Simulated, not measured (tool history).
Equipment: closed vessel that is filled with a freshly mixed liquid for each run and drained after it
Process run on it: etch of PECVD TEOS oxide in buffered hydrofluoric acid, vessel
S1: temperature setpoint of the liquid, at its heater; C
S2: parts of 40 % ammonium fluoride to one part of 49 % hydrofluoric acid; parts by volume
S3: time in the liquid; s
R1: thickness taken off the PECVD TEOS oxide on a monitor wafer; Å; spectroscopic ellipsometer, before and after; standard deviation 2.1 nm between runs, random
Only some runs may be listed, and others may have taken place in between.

{"run": 1, "hour": 0.0, "S1": 24.0, "S2": 8.0, "S3": 90, "R1": 2129.4}
{"run": 2, "hour": 6.2, "S1": 22.5, "S2": 8.0, "S3": 90, "R1": 1966.0}
{"run": 3, "hour": 14.8, "S1": 22.5, "S2": 7.0, "S3": 90, "R1": 2308.3}
{"run": 4, "hour": 15.9, "S1": 22.5, "S2": 5.5, "S3": 90, "R1": 2802.0}
{"run": 5, "hour": 23.1, "S1": 22.0, "S2": 5.5, "S3": 90, "R1": 2716.4}
{"run": 6, "hour": 24.5, "S1": 22.0, "S2": 5.5, "S3": 100, "R1": 3087.0}
{"run": 7, "hour": 25.9, "S1": 21.0, "S2": 5.5, "S3": 100, "R1": 2855.8}
{"run": 8, "hour": 34.0, "S1": 20.5, "S2": 5.5, "S3": 100, "R1": 2802.3}
{"run": 9, "hour": 43.1, "S1": 20.0, "S2": 5.5, "S3": 100, "R1": 2743.7}

What will run 10 give?
{"run": 10, "hour": 50.3, "S1": 19.5, "S2": 5.5, "S3": 100, "R1": "?"}

{"run 10": {"R1": 2678.2}}
